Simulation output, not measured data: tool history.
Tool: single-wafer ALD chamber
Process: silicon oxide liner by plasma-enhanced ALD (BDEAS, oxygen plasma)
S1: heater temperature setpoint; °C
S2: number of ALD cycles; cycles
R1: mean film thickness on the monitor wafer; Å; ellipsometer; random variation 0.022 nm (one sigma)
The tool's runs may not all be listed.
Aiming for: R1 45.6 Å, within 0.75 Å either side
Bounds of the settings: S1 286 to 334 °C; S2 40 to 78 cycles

run,day,S1,S2,R1
1,0,310,59,49.953
2,0.075,299,59,51.348
3,0.358,301,58,49.865
4,0.425,302,58,49.897
5,0.712,302,62,53.674
6,0.938,302,58,50.183
7,1.267,304,57,49.056
8,1.392,305,57,49.209
9,1.662,305,56,47.996
10,1.738,306,56,47.598
11,1.958,307,56,47.83
12,2.175,308,56,47.597
13,2.283,309,56,47.612
14,2.562,310,56,48.232

Next run, 4 choices. One meets every target within its allowed miss, the rest don't. Which?
A,2.842,307,63,?
B,2.842,309,51,?
C,2.842,303,53,?
D,2.842,304,57,?

move,R1
A,53.537
B,43.2
C,45.329
D,48.672
A: further off than the last run
B: moves the result that the last run missed by most past its target, out the other side
C: hits every target within its allowed miss
D: further off than the last run
Correct choice: C, which meets every target

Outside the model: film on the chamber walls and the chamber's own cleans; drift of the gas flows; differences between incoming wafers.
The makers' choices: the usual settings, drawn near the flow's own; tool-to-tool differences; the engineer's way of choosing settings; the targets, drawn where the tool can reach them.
